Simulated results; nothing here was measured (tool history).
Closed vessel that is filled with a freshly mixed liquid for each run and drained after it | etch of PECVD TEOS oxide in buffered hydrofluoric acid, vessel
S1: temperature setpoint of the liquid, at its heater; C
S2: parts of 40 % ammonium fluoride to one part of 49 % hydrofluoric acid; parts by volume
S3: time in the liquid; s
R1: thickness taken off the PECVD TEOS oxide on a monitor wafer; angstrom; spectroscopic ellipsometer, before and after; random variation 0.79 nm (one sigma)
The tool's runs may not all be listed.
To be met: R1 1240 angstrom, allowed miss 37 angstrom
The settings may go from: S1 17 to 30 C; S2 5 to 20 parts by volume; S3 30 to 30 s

run	hour	S1	S2	S3	R1
1	0	22	12	30	588.28
2	3.5	22	12	30	575.15
3	9.7	22	9.5	30	715.65
4	14.3	24	9	30	822.86
5	19.2	26	9	30	924.31
6	25.2	26	9	30	934.6
7	30.7	27	9	30	975.47
8	38.2	27.5	9	30	998.84
9	40.2	30	7.5	30	1409
10	41.1	29.5	7.5	30	1362.6
11	48	29	7.5	30	1314.2
12	53.9	28.5	7.5	30	1292.6

4 next moves are on the table. One of them brings every result within its allowed miss. Which?
A	59.8	26	7.5	30	?
B	59.8	30	8	30	?
C	59.8	26.5	7	30	?
D	59.8	30	7.5	30	?

move	R1
A	1122.3
B	1294.1
C	1241.8
D	1387.6
A: takes the result that was furthest off past its target
B: as far off as the last run
C: meets every target
D: further off than the last run
The right move is C.
